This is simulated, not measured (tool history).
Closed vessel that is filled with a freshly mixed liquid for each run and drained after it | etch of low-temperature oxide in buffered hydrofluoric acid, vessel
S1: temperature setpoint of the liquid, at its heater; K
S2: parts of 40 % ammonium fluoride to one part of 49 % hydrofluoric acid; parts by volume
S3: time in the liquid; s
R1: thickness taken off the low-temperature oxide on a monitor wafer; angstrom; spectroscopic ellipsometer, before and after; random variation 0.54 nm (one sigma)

Run 1, hour 0.0: S1 293.15 K, S2 17.5 parts by volume, S3 30 s. Result: R1 275.68 angstrom.
Run 2, hour 5.1: S1 294.65 K, S2 15.5 parts by volume, S3 30 s. Result: R1 337.52 angstrom.
Run 3, hour 13.9: S1 296.15 K, S2 14.0 parts by volume, S3 30 s. Result: R1 395.89 angstrom.
Run 4, hour 19.1: S1 297.15 K, S2 12.5 parts by volume, S3 30 s. Result: R1 470.53 angstrom.
Run 5, hour 25.3: S1 298.15 K, S2 11.5 parts by volume, S3 30 s. Result: R1 546.13 angstrom.
Run 6, hour 26.7: S1 298.15 K, S2 13.0 parts by volume, S3 30 s. Result: R1 476.28 angstrom.
Run 7, hour 30.1: S1 298.65 K, S2 12.0 parts by volume, S3 30 s. Result: R1 535.41 angstrom.
Run 8, hour 37.1: S1 299.15 K, S2 11.5 parts by volume, S3 30 s. Result: R1 573.69 angstrom.
Run 9, hour 44.3: S1 299.65 K, S2 11.0 parts by volume, S3 30 s. Result: R1 618.73 angstrom.

Forecast run 10:
Run 10, hour 50.8: S1 300.15 K, S2 10.5 parts by volume, S3 30 s. Result: R1 ?.

{"run 10": {"R1": 659.73}}
